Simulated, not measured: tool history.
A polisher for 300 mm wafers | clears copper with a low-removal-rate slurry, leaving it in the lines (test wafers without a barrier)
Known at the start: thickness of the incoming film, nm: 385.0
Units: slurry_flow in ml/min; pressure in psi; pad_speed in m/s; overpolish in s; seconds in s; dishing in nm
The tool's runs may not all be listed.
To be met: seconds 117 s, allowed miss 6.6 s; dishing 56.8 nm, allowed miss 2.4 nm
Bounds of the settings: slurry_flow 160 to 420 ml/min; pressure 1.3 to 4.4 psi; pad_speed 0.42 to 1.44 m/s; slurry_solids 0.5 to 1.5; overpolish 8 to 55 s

| run | hour | slurry_flow | pressure | pad_speed | slurry_solids | overpolish | seconds | dishing |
|---|---|---|---|---|---|---|---|---|
| 1 | 0 | 270 | 2.8 | 0.92 | 1 | 28 | 206.32 | 33.936 |
| 2 | 1.2 | 270 | 2.8 | 0.92 | 1.1 | 28 | 206.76 | 34.516 |
| 3 | 5.5 | 270 | 3.1 | 0.92 | 1.1 | 29 | 180.14 | 37.549 |
| 4 | 6.7 | 270 | 3.1 | 0.92 | 1.2 | 29 | 183.73 | 38.077 |
| 5 | 15.6 | 270 | 3.3 | 0.92 | 1.2 | 30 | 171.78 | 40.73 |
| 6 | 21.5 | 270 | 3.5 | 0.92 | 1.2 | 31 | 164.79 | 43.32 |
| 7 | 26.6 | 270 | 3.7 | 0.94 | 1.2 | 31 | 147.82 | 44.476 |
| 8 | 31.3 | 270 | 3.8 | 0.96 | 1.2 | 32 | 141.89 | 46.858 |
| 9 | 36.2 | 270 | 3.9 | 0.96 | 1.2 | 33 | 141.11 | 48.494 |
| 10 | 38.7 | 270 | 4 | 0.98 | 1.2 | 33 | 138.97 | 47.951 |
| 11 | 39.5 | 270 | 4.1 | 1 | 1.2 | 34 | 132.76 | 52.327 |
| 12 | 41 | 270 | 4.4 | 1.02 | 1.2 | 33 | 126.32 | 52.458 |
| 13 | 47.3 | 270 | 4.4 | 1.04 | 1.2 | 33 | 118.31 | 54.262 |

Which of these 5 next moves meets every target?
| A | 53.6 | 255 | 4.4 | 1.06 | 1.25 | 35 | ? | ? |
| B | 53.6 | 240 | 4.4 | 0.94 | 1.4 | 47 | ? | ? |
| C | 53.6 | 165 | 3.9 | 1.22 | 1.15 | 31 | ? | ? |
| D | 53.6 | 275 | 4.4 | 1.08 | 1.15 | 41 | ? | ? |
| E | 53.6 | 290 | 4 | 1 | 1.15 | 55 | ? | ? |

| move | seconds | dishing |
|---|---|---|
| A | 118.24 | 55.859 |
| B | 130.31 | 61.149 |
| C | 121.49 | 51.388 |
| D | 117.49 | 60.296 |
| E | 136.81 | 63.445 |
A: meets every target
B: takes the result that was furthest off past its target
C: further off than the last run
D: takes the result that was furthest off past its target
E: takes the result that was furthest off past its target
The right move is A.

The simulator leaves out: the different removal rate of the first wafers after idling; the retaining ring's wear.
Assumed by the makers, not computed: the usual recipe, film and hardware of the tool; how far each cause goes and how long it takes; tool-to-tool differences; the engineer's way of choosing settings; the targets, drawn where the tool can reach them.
